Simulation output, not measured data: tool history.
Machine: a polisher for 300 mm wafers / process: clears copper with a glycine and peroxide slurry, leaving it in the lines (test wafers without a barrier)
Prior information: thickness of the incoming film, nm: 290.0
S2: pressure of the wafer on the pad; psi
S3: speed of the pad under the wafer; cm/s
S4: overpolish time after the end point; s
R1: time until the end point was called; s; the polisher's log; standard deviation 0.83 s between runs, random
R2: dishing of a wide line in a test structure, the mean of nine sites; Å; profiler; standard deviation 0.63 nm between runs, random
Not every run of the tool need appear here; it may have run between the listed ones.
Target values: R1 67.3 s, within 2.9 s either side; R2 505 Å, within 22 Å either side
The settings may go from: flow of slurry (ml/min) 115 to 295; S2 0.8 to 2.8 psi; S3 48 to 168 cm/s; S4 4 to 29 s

{"run": 1, "day": 0.0, "flow of slurry (ml/min)": 190, "S2": 1.8, "S3": 108, "S4": 15, "R1": 50.279, "R2": 425.36}
{"run": 2, "day": 0.221, "flow of slurry (ml/min)": 190, "S2": 2.2, "S3": 108, "S4": 15, "R1": 43.261, "R2": 474.64}
{"run": 3, "day": 0.504, "flow of slurry (ml/min)": 160, "S2": 2.2, "S3": 108, "S4": 15, "R1": 44.704, "R2": 456.28}
{"run": 4, "day": 0.754, "flow of slurry (ml/min)": 160, "S2": 2.2, "S3": 132, "S4": 15, "R1": 37.152, "R2": 491.04}
{"run": 5, "day": 1.121, "flow of slurry (ml/min)": 160, "S2": 2.2, "S3": 144, "S4": 15, "R1": 35.307, "R2": 498.08}
{"run": 6, "day": 1.358, "flow of slurry (ml/min)": 160, "S2": 2.1, "S3": 142, "S4": 16, "R1": 36.555, "R2": 505.1}
{"run": 7, "day": 1.733, "flow of slurry (ml/min)": 160, "S2": 2, "S3": 140, "S4": 17, "R1": 38.964, "R2": 511.73}
{"run": 8, "day": 1.9, "flow of slurry (ml/min)": 160, "S2": 1.9, "S3": 138, "S4": 18, "R1": 40.273, "R2": 512.67}
{"run": 9, "day": 2.175, "flow of slurry (ml/min)": 160, "S2": 1.8, "S3": 136, "S4": 19, "R1": 43.158, "R2": 507.83}
{"run": 10, "day": 2.283, "flow of slurry (ml/min)": 160, "S2": 1.7, "S3": 134, "S4": 20, "R1": 46.449, "R2": 505.64}
{"run": 11, "day": 2.588, "flow of slurry (ml/min)": 160, "S2": 1.7, "S3": 134, "S4": 20, "R1": 46.126, "R2": 518.25}
{"run": 12, "day": 2.946, "flow of slurry (ml/min)": 160, "S2": 1.6, "S3": 132, "S4": 21, "R1": 48.355, "R2": 500.37}
{"run": 13, "day": 3.104, "flow of slurry (ml/min)": 160, "S2": 1.5, "S3": 130, "S4": 22, "R1": 51.966, "R2": 504.94}
{"run": 14, "day": 3.167, "flow of slurry (ml/min)": 160, "S2": 1.5, "S3": 130, "S4": 23, "R1": 51.785, "R2": 511.63}
{"day": 3.529, "done": "head pressure recalibrated"}
{"run": 15, "day": 3.529, "flow of slurry (ml/min)": 160, "S2": 1.4, "S3": 130, "S4": 24, "R1": 58.556, "R2": 510.14}
{"run": 16, "day": 3.65, "flow of slurry (ml/min)": 160, "S2": 1.3, "S3": 128, "S4": 25, "R1": 61.652, "R2": 514.87}
{"run": 17, "day": 3.967, "flow of slurry (ml/min)": 155, "S2": 1.1, "S3": 126, "S4": 26, "R1": 69.865, "R2": 490.21}

Of the 5 settings listed for the next run, only one would bring every result within its allowed miss of target. Which one?
{"run": "A", "day": 4.283, "flow of slurry (ml/min)": 140, "S2": 1, "S3": 134, "S4": 25, "R1": "?", "R2": "?"}
{"run": "B", "day": 4.283, "flow of slurry (ml/min)": 160, "S2": 1.2, "S3": 124, "S4": 26, "R1": "?", "R2": "?"}
{"run": "C", "day": 4.283, "flow of slurry (ml/min)": 220, "S2": 1, "S3": 144, "S4": 20, "R1": "?", "R2": "?"}
{"run": "D", "day": 4.283, "flow of slurry (ml/min)": 175, "S2": 1.2, "S3": 110, "S4": 29, "R1": "?", "R2": "?"}
{"run": "E", "day": 4.283, "flow of slurry (ml/min)": 160, "S2": 1.2, "S3": 104, "S4": 27, "R1": "?", "R2": "?"}

move=A R1=72.275 R2=469.58
move=B R1=66.102 R2=500.92
move=C R1=65.421 R2=435.34
move=D R1=71.195 R2=518.25
move=E R1=74.721 R2=492.42
A: further off than the last run
B: in spec on every target
C: brings the last run's worst result on target, with another outside its allowed miss
D: further off than the last run
E: further off than the last run
Go with B: it meets all targets.
